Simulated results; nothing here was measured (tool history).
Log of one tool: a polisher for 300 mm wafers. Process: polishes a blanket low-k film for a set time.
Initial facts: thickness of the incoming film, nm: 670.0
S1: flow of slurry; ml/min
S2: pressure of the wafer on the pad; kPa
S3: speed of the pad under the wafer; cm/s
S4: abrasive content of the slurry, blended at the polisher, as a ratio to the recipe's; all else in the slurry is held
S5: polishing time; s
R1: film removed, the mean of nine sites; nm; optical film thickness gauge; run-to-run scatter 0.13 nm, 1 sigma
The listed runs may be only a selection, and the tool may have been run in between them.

Run 1, hour 0.0: S1 135 ml/min, S2 16.5 kPa, S3 88 cm/s, S4 1.0, S5 41 s. Result: R1 22.066 nm.
Run 2, hour 2.2: S1 135 ml/min, S2 16.5 kPa, S3 88 cm/s, S4 1.0, S5 41 s. Result: R1 22.251 nm.
Run 3, hour 5.7: S1 135 ml/min, S2 16.5 kPa, S3 76 cm/s, S4 1.0, S5 41 s. Result: R1 19.508 nm.
Run 4, hour 11.6: S1 110 ml/min, S2 16.5 kPa, S3 76 cm/s, S4 1.0, S5 41 s. Result: R1 19.113 nm.
Run 5, hour 15.9: S1 110 ml/min, S2 15.9 kPa, S3 76 cm/s, S4 1.0, S5 41 s. Result: R1 18.349 nm.
Run 6, hour 21.3: S1 110 ml/min, S2 15.2 kPa, S3 76 cm/s, S4 1.0, S5 41 s. Result: R1 17.290 nm.
Run 7, hour 22.9: S1 110 ml/min, S2 14.5 kPa, S3 76 cm/s, S4 1.0, S5 41 s. Result: R1 16.678 nm.

The next listed run, before its measurement:
Run 8, hour 28.9: S1 110 ml/min, S2 13.8 kPa, S3 76 cm/s, S4 1.0, S5 41 s. Result: R1 ?.

R1: 15.842 nm

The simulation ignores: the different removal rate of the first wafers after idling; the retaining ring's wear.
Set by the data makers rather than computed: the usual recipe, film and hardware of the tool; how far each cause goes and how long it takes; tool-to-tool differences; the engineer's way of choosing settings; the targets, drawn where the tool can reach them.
